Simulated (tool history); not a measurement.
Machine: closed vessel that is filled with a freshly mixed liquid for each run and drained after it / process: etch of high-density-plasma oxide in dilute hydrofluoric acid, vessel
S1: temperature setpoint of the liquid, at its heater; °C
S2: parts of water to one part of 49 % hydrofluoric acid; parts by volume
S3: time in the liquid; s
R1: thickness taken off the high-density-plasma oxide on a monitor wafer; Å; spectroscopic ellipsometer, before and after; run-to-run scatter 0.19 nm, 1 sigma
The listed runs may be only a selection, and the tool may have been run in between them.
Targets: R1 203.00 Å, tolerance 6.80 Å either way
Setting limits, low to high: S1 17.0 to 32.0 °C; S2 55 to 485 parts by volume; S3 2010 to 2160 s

run 1 hour=0.0 | S1=24.0 S2=270 S3=2010 | R1=381.97
run 2 hour=7.1 | S1=24.0 S2=200 S3=2010 | R1=556.76
run 3 hour=13.0 | S1=23.0 S2=225 S3=2010 | R1=472.03
run 4 hour=19.3 | S1=20.5 S2=225 S3=2010 | R1=425.70
run 5 hour=27.6 | S1=20.0 S2=245 S3=2010 | R1=379.62
run 6 hour=35.2 | S1=22.0 S2=245 S3=2010 | R1=405.99
run 7 hour=38.3 | S1=21.5 S2=260 S3=2010 | R1=362.31
run 8 hour=47.9 | S1=21.0 S2=275 S3=2010 | R1=335.27
run 9 hour=56.8 | S1=20.5 S2=285 S3=2010 | R1=312.68
run 10 hour=66.4 | S1=20.0 S2=295 S3=2010 | R1=296.15
run 11 hour=70.2 | S1=20.0 S2=295 S3=2010 | R1=292.33
run 12 hour=72.6 | S1=19.5 S2=305 S3=2010 | R1=276.14

Which one of the following 5 next-run settings gets every result inside its allowed miss? There is exactly one.
run A hour=75.0 | S1=20.0 S2=390 S3=2160 | R1=?
run B hour=75.0 | S1=18.0 S2=360 S3=2100 | R1=?
run C hour=75.0 | S1=19.5 S2=365 S3=2010 | R1=?
run D hour=75.0 | S1=25.0 S2=425 S3=2010 | R1=?
run E hour=75.0 | S1=18.5 S2=375 S3=2010 | R1=?

move=A R1=222.21
move=B R1=223.42
move=C R1=221.67
move=D R1=217.56
move=E R1=206.48
A: an improvement on the last run, though not all results are within tolerance
B: an improvement on the last run, though not all results are within tolerance
C: an improvement on the last run, though not all results are within tolerance
D: an improvement on the last run, though not all results are within tolerance
E: hits every target within its allowed miss
So the answer is move E, the one that meets all the targets.

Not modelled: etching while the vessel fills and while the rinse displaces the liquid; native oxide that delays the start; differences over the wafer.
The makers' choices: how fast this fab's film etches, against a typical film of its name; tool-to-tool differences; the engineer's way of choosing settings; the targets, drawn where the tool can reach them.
